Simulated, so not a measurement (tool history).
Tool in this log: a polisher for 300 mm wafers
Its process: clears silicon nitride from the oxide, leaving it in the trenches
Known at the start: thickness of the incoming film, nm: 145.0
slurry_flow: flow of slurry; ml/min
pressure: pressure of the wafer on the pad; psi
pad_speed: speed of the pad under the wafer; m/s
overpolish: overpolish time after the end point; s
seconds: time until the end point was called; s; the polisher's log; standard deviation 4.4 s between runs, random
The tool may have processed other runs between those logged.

run  hour  slurry_flow  pressure  pad_speed  overpolish  seconds
  1     0          180       2.6       1.04           8   190.53
  2   4.2          180       2.2       1.02           8   230.44
  3   8.5          180       2.8       1.02           8   181.41
  4  10.1          145       2.8       1.02           8   182.29
  5  14.1          145       2.4          1           8   224.38
  6  18.2          190       2.4          1           8   214.95
  7  18.8          190       2.1          1           8   245.76

For run 8, what comes out?
  8  20.9          190       1.5       0.98           8        ?

seconds: 329.98 s
